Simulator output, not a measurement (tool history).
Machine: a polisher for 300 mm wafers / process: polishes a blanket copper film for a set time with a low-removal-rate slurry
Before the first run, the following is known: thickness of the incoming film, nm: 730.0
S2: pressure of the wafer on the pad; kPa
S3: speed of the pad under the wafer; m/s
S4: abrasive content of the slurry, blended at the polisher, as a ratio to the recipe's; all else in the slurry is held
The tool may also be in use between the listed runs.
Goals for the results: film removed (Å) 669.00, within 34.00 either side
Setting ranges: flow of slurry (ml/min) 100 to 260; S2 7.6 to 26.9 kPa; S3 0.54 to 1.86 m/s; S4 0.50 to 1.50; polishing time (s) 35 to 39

run 1 hour=0.0 | flow_of_slurry_(ml/min)=165 S2=17.2 S3=1.18 S4=1.00 polishing_time_(s)=39 | film_removed_(Å)=1300.70
run 2 hour=1.6 | flow_of_slurry_(ml/min)=165 S2=17.2 S3=1.46 S4=1.00 polishing_time_(s)=39 | film_removed_(Å)=1591.30
run 3 hour=5.4 | flow_of_slurry_(ml/min)=135 S2=17.2 S3=1.46 S4=1.00 polishing_time_(s)=39 | film_removed_(Å)=1564.60
run 4 hour=9.8 | flow_of_slurry_(ml/min)=135 S2=13.8 S3=1.34 S4=1.00 polishing_time_(s)=39 | film_removed_(Å)=1150.10
run 5 hour=13.8 | flow_of_slurry_(ml/min)=135 S2=11.7 S3=1.28 S4=1.00 polishing_time_(s)=39 | film_removed_(Å)=920.78
run 6 hour=22.5 | flow_of_slurry_(ml/min)=100 S2=11.7 S3=1.28 S4=1.00 polishing_time_(s)=39 | film_removed_(Å)=898.58
run 7 hour=25.9 | flow_of_slurry_(ml/min)=100 S2=10.3 S3=1.26 S4=1.00 polishing_time_(s)=39 | film_removed_(Å)=777.33
run 8 hour=27.0 | flow_of_slurry_(ml/min)=100 S2=9.7 S3=1.26 S4=1.00 polishing_time_(s)=39 | film_removed_(Å)=714.89

Of the 5 settings listed for the next run, only one would bring every result within its allowed miss of target. Which one?
run A hour=28.1 | flow_of_slurry_(ml/min)=100 S2=9.0 S3=1.42 S4=1.10 polishing_time_(s)=37 | film_removed_(Å)=?
run B hour=28.1 | flow_of_slurry_(ml/min)=130 S2=11.7 S3=1.36 S4=0.75 polishing_time_(s)=35 | film_removed_(Å)=?
run C hour=28.1 | flow_of_slurry_(ml/min)=115 S2=10.3 S3=1.28 S4=0.90 polishing_time_(s)=37 | film_removed_(Å)=?
run D hour=28.1 | flow_of_slurry_(ml/min)=110 S2=11.7 S3=1.06 S4=1.00 polishing_time_(s)=38 | film_removed_(Å)=?
run E hour=28.1 | flow_of_slurry_(ml/min)=100 S2=9.0 S3=1.34 S4=1.20 polishing_time_(s)=35 | film_removed_(Å)=?

move=A film_removed_(Å)=740.80
move=B film_removed_(Å)=820.47
move=C film_removed_(Å)=746.10
move=D film_removed_(Å)=733.42
move=E film_removed_(Å)=677.16
A: moves away from the targets compared with the last run
B: moves away from the targets compared with the last run
C: moves away from the targets compared with the last run
D: moves away from the targets compared with the last run
E: hits every target within its allowed miss
Answer: E
